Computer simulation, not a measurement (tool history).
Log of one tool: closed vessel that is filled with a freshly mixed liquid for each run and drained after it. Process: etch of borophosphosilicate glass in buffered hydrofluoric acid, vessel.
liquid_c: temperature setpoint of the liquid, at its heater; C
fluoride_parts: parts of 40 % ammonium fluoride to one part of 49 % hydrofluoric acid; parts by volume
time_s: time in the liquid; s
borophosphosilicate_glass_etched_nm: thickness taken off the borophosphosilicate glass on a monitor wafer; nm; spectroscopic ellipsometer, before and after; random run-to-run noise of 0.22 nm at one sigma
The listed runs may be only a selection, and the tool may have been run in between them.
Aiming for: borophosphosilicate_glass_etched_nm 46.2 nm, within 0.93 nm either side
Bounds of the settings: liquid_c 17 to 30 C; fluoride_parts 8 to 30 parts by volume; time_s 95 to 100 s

| run | hour | liquid_c | fluoride_parts | time_s | borophosphosilicate_glass_etched_nm |
|---|---|---|---|---|---|
| 1 | 0 | 22 | 21.5 | 95 | 65.2 |
| 2 | 3.6 | 24 | 21.5 | 95 | 71.814 |
| 3 | 12.8 | 23 | 22 | 95 | 67.327 |
| 4 | 15.8 | 22 | 22.5 | 95 | 62.702 |
| 5 | 20 | 21.5 | 22.5 | 95 | 60.79 |
| 6 | 23.3 | 21 | 22.5 | 95 | 58.98 |
| 7 | 31.4 | 20.5 | 22.5 | 95 | 57.621 |
| 8 | 40.5 | 20 | 22.5 | 95 | 55.628 |
| 9 | 41.5 | 19.5 | 22.5 | 95 | 54.577 |
| 10 | 42.4 | 19 | 22.5 | 95 | 53.294 |
| 11 | 48.1 | 18.5 | 22.5 | 95 | 51.307 |
| 12 | 51.6 | 17.5 | 23 | 95 | 47.741 |

Exercise: of the 4 proposed moves below, exactly one satisfies all targets within the stated allowed misses. Which move is it?
| A | 55.1 | 17.5 | 26 | 95 | ? |
| B | 55.1 | 18.5 | 26 | 95 | ? |
| C | 55.1 | 18 | 22.5 | 95 | ? |
| D | 55.1 | 17 | 25.5 | 95 | ? |

| move | borophosphosilicate_glass_etched_nm |
|---|---|
| A | 43.918 |
| B | 46.462 |
| C | 49.944 |
| D | 43.274 |
A: the result that was furthest off in the last run now lies on the other side of its target
B: hits every target within its allowed miss
C: further off than the last run
D: the result that was furthest off in the last run now lies on the other side of its target
The right move is B.

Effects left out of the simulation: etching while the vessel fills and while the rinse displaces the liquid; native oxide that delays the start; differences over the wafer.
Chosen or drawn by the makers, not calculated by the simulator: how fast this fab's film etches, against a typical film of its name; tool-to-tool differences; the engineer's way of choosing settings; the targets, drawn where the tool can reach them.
